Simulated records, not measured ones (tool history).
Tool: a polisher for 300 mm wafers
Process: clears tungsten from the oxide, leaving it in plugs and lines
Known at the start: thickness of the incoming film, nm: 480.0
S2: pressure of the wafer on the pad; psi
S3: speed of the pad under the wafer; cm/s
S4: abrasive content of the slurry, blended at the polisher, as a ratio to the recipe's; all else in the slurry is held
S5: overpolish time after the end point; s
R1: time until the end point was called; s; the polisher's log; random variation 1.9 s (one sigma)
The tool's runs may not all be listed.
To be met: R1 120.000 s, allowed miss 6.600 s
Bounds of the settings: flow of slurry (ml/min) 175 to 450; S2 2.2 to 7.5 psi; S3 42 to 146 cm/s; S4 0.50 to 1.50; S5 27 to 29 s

{"run": 1, "day": 0.0, "flow of slurry (ml/min)": 290, "S2": 4.8, "S3": 94, "S4": 1.0, "S5": 27, "R1": 81.587}
{"run": 2, "day": 0.312, "flow of slurry (ml/min)": 290, "S2": 4.8, "S3": 94, "S4": 1.0, "S5": 29, "R1": 84.315}
{"run": 3, "day": 0.417, "flow of slurry (ml/min)": 290, "S2": 4.8, "S3": 94, "S4": 1.15, "S5": 29, "R1": 82.377}
{"run": 4, "day": 0.675, "flow of slurry (ml/min)": 290, "S2": 4.8, "S3": 94, "S4": 1.15, "S5": 29, "R1": 81.461}
{"run": 5, "day": 0.958, "flow of slurry (ml/min)": 220, "S2": 4.8, "S3": 94, "S4": 1.15, "S5": 29, "R1": 80.575}
{"run": 6, "day": 1.146, "flow of slurry (ml/min)": 220, "S2": 4.8, "S3": 104, "S4": 1.15, "S5": 29, "R1": 75.685}
{"run": 7, "day": 1.5, "flow of slurry (ml/min)": 220, "S2": 3.4, "S3": 98, "S4": 1.15, "S5": 29, "R1": 108.15}
{"run": 8, "day": 1.842, "flow of slurry (ml/min)": 220, "S2": 3.3, "S3": 98, "S4": 1.15, "S5": 29, "R1": 113.69}

5 next moves are on the table. One of them brings every result within its allowed miss. Which?
{"run": "A", "day": 2.183, "flow of slurry (ml/min)": 220, "S2": 3.7, "S3": 104, "S4": 0.95, "S5": 27, "R1": "?"}
{"run": "B", "day": 2.183, "flow of slurry (ml/min)": 195, "S2": 3.5, "S3": 90, "S4": 1.15, "S5": 28, "R1": "?"}
{"run": "C", "day": 2.183, "flow of slurry (ml/min)": 195, "S2": 3.5, "S3": 96, "S4": 1.4, "S5": 27, "R1": "?"}
{"run": "D", "day": 2.183, "flow of slurry (ml/min)": 290, "S2": 3.6, "S3": 102, "S4": 1.05, "S5": 29, "R1": "?"}
{"run": "E", "day": 2.183, "flow of slurry (ml/min)": 190, "S2": 3.6, "S3": 100, "S4": 1.1, "S5": 29, "R1": "?"}

move=A R1=99.910
move=B R1=117.290
move=C R1=104.700
move=D R1=98.844
move=E R1=104.650
A: further off than the last run
B: meets every target
C: further off than the last run
D: further off than the last run
E: further off than the last run
Answer: B

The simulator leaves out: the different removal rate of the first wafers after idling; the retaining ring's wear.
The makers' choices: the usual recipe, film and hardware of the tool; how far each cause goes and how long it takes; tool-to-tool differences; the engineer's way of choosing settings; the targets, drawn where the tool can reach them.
